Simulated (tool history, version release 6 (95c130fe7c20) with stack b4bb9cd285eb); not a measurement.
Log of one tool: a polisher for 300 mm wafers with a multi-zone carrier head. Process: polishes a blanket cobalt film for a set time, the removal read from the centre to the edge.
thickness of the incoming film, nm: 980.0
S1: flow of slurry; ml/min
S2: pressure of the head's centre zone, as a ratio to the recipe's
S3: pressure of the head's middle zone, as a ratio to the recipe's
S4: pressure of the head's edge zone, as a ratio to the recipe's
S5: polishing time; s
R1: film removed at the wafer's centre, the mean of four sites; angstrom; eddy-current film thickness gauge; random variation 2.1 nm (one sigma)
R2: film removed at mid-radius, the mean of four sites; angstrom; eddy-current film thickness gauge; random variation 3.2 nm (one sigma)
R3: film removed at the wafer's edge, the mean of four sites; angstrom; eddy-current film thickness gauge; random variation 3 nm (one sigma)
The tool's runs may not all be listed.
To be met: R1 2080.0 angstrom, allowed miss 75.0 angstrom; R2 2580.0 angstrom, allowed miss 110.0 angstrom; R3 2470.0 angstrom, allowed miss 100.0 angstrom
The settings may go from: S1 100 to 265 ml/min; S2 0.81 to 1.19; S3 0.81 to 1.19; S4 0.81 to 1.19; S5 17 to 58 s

run 1 hour=0.0 | S1=170 S2=1.00 S3=1.00 S4=1.00 S5=37 | R1=1891.9 R2=1760.4 R3=1862.8
run 2 hour=8.6 | S1=180 S2=0.97 S3=1.05 S4=1.04 S5=39 | R1=1940.7 R2=1988.1 R3=2050.1
run 3 hour=13.3 | S1=190 S2=0.96 S3=1.09 S4=1.07 S5=40 | R1=1984.5 R2=2137.2 R3=2099.1
run 4 hour=18.8 | S1=195 S2=0.94 S3=1.10 S4=1.09 S5=41 | R1=2038.7 R2=2223.9 R3=2189.0
run 5 hour=23.8 | S1=200 S2=0.91 S3=1.12 S4=1.11 S5=42 | R1=2023.6 R2=2308.9 R3=2258.3
run 6 hour=29.8 | S1=205 S2=0.90 S3=1.13 S4=1.13 S5=43 | R1=2091.9 R2=2409.0 R3=2386.2
run 7 hour=36.4 | S1=205 S2=0.89 S3=1.14 S4=1.14 S5=43 | R1=2021.8 R2=2422.6 R3=2363.1
-- hour=37.6 slurry nozzle cleaned
run 8 hour=37.6 | S1=230 S2=0.89 S3=1.17 S4=1.17 S5=44 | R1=2292.9 R2=2663.3 R3=2633.9
run 9 hour=43.8 | S1=220 S2=0.89 S3=1.17 S4=1.17 S5=44 | R1=2246.7 R2=2741.2 R3=2637.0
run 10 hour=49.7 | S1=210 S2=0.89 S3=1.16 S4=1.16 S5=44 | R1=2244.0 R2=2657.4 R3=2580.3
run 11 hour=52.0 | S1=205 S2=0.88 S3=1.16 S4=1.15 S5=44 | R1=2228.3 R2=2729.7 R3=2543.8
run 12 hour=57.2 | S1=180 S2=0.84 S3=1.11 S4=1.16 S5=43 | R1=1987.6 R2=2474.5 R3=2507.5

4 next moves are on the table. One of them brings every result within its allowed miss. Which?
run A hour=62.4 | S1=195 S2=0.92 S3=1.08 S4=1.19 S5=42 | R1=? R2=? R3=?
run B hour=62.4 | S1=150 S2=0.86 S3=1.17 S4=1.12 S5=44 | R1=? R2=? R3=?
run C hour=62.4 | S1=205 S2=0.91 S3=1.15 S4=1.05 S5=40 | R1=? R2=? R3=?
run D hour=62.4 | S1=180 S2=1.00 S3=1.08 S4=1.07 S5=41 | R1=? R2=? R3=?

move=A R1=2193.3 R2=2369.0 R3=2467.4
move=B R1=2060.4 R2=2551.7 R3=2435.7
move=C R1=2081.6 R2=2388.3 R3=2213.0
move=D R1=2301.2 R2=2287.6 R3=2263.3
A: takes the result that was furthest off past its target
B: meets every target
C: brings the result that was furthest off to its target, and leaves another outside
D: takes the result that was furthest off past its target
The right move is B.

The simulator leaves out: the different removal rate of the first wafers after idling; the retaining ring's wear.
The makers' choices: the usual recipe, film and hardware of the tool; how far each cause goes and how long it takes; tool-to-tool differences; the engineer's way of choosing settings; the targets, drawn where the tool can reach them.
